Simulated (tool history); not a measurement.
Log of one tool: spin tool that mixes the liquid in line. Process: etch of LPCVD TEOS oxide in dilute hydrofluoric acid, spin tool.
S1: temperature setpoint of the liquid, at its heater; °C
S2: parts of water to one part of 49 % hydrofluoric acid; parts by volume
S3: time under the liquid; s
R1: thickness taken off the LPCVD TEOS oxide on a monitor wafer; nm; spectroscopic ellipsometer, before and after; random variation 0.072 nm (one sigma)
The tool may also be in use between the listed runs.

run  hour    S1   S2  S3      R1
  1   0.0  24.0  185  70  16.255
  2   3.7  22.0  185  70  15.268
  3   5.2  22.0  185  75  16.273
  4  12.2  19.5  185  75  14.953
  5  20.9  19.0  185  75  14.569
  6  28.4  18.5  185  75  14.361
  7  29.6  18.0  185  75  13.983

Forecast run 8:
  8  31.7  17.5  190  75   ?

{"run 8": {"R1": 13.188}}
